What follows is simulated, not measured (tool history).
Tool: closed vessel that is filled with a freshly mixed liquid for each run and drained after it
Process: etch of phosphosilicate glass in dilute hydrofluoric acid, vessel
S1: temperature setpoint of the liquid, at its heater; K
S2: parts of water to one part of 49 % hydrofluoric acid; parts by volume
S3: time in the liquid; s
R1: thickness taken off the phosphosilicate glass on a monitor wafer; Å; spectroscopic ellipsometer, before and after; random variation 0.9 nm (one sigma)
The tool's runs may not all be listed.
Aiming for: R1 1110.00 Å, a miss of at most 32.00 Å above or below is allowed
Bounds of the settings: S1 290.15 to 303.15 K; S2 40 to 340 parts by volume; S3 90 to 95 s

run  hour      S1   S2  S3       R1
  1   0.0  295.15  190  90   722.21
  2   5.7  295.15  215  90   622.19
  3   8.6  295.15  215  90   625.72
  4  15.5  295.15  280  90   456.18
  5  24.3  297.15  250  90   559.23
  6  28.0  298.65  225  90   681.86
  7  30.6  302.65  155  90  1238.10
     36.8  -- thermometer replaced
  8  36.8  302.15  155  90  1312.80
  9  41.7  301.15  155  90  1271.80
 10  46.3  300.65  155  90  1240.10

5 next moves are on the table. One of them brings every result within its allowed miss. Which?
  A  50.9  299.15  170  95   ?
  B  50.9  300.15  165  95   ?
  C  50.9  300.65  180  90   ?
  D  50.9  295.65  145  95   ?
  E  50.9  299.65  155  90   ?

move       R1
   A  1121.20
   B  1205.60
   C  1047.20
   D  1184.30
   E  1208.00
A: every result within its allowed miss
B: nearer than the last run, and not there yet
C: takes the result that was furthest off past its target
D: nearer than the last run, and not there yet
E: nearer than the last run, and not there yet
So the answer is move A, the one that meets all the targets.

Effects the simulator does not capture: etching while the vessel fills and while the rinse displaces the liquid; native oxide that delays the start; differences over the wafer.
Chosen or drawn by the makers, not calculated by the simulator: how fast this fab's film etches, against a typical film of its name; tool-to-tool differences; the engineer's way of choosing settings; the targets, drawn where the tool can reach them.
